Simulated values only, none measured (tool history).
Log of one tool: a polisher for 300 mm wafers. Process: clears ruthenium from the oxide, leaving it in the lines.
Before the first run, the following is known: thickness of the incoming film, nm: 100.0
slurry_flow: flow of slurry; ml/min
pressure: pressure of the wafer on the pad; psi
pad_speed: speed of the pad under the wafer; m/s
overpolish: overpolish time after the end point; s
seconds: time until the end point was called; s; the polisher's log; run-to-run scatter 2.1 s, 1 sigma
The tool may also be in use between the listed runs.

run	day	slurry_flow	pressure	pad_speed	overpolish	seconds
1	0.000	245	2.2	1.06	19	71.392
2	0.112	245	2.2	1.06	20	73.345
3	0.179	245	2.0	1.04	20	79.088
4	0.504	245	1.9	1.02	20	84.698
5	0.600	245	1.9	1.14	20	76.324
6	0.725	245	1.8	1.12	20	78.114

Run 7 comes next. What will it give?
7	0.950	245	1.7	1.08	20	?

Run 7 measured seconds 87.220 s.
